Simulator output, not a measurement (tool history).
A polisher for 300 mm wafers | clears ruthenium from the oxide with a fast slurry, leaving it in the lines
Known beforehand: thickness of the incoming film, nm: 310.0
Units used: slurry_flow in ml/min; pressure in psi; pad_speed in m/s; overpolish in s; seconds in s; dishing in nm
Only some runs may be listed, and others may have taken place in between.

Run 1, hour 0.0: slurry_flow 125 ml/min, pressure 2.1 psi, pad_speed 1.06 m/s, slurry_solids 1.00, overpolish 8 s. Result: seconds 97.484 s, dishing 24.127 nm.
Run 2, hour 5.6: slurry_flow 120 ml/min, pressure 2.0 psi, pad_speed 1.06 m/s, slurry_solids 1.00, overpolish 8 s. Result: seconds 101.500 s, dishing 23.384 nm.
Run 3, hour 10.8: slurry_flow 120 ml/min, pressure 1.9 psi, pad_speed 1.04 m/s, slurry_solids 1.00, overpolish 8 s. Result: seconds 106.940 s, dishing 21.172 nm.
Run 4, hour 14.8: slurry_flow 115 ml/min, pressure 1.8 psi, pad_speed 1.02 m/s, slurry_solids 1.00, overpolish 9 s. Result: seconds 116.940 s, dishing 22.162 nm.
Run 5, hour 17.0: slurry_flow 115 ml/min, pressure 2.2 psi, pad_speed 1.02 m/s, slurry_solids 1.00, overpolish 9 s. Result: seconds 93.147 s, dishing 27.161 nm.
Run 6, hour 21.8: slurry_flow 115 ml/min, pressure 2.2 psi, pad_speed 1.02 m/s, slurry_solids 0.80, overpolish 9 s. Result: seconds 100.210 s, dishing 25.166 nm.
Run 7, hour 25.9: slurry_flow 115 ml/min, pressure 2.0 psi, pad_speed 1.02 m/s, slurry_solids 0.80, overpolish 9 s. Result: seconds 113.970 s, dishing 23.053 nm.
Run 8, hour 33.3: slurry_flow 115 ml/min, pressure 1.9 psi, pad_speed 1.02 m/s, slurry_solids 0.80, overpolish 9 s. Result: seconds 115.470 s, dishing 22.002 nm.
Run 9, hour 42.0: slurry_flow 115 ml/min, pressure 1.8 psi, pad_speed 1.02 m/s, slurry_solids 0.80, overpolish 9 s. Result: seconds 120.140 s, dishing 20.763 nm.

Run 10 comes next. What will it give?
Run 10, hour 47.8: slurry_flow 115 ml/min, pressure 1.7 psi, pad_speed 1.00 m/s, slurry_solids 0.85, overpolish 9 s. Result: seconds ?, dishing ?.

{"run 10": {"seconds": 130.07, "dishing": 19.663}}
